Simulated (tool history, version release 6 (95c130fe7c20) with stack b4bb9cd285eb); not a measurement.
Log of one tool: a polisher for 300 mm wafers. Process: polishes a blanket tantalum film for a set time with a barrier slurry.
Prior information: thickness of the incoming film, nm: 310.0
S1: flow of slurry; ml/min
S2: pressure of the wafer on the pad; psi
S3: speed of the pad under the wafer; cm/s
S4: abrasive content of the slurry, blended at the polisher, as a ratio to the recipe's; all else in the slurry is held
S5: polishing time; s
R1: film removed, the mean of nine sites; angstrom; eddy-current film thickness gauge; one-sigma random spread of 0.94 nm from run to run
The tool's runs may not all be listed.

run 1 hour=0 | S1=125 S2=1.2 S3=118 S4=1 S5=83 | R1=1009.9
run 2 hour=7.7 | S1=105 S2=1.2 S3=118 S4=1 S5=83 | R1=971.67
run 3 hour=13.2 | S1=125 S2=1.3 S3=118 S4=1 S5=83 | R1=1092.1
run 4 hour=16.8 | S1=125 S2=1.3 S3=118 S4=1 S5=83 | R1=1078.4
run 5 hour=24 | S1=125 S2=1.3 S3=118 S4=1.1 S5=83 | R1=1089.8
run 6 hour=26.5 | S1=140 S2=1.4 S3=118 S4=1.1 S5=83 | R1=1210.3
run 7 hour=30.5 | S1=150 S2=1.4 S3=118 S4=1.1 S5=83 | R1=1222.7
run 8 hour=34.2 | S1=155 S2=1.4 S3=118 S4=1.1 S5=83 | R1=1233.6

Run 9 comes next. What will it give?
run 9 hour=36.9 | S1=160 S2=1.4 S3=118 S4=1.1 S5=83 | R1=?

Run 9 gave R1 1232.8 angstrom.

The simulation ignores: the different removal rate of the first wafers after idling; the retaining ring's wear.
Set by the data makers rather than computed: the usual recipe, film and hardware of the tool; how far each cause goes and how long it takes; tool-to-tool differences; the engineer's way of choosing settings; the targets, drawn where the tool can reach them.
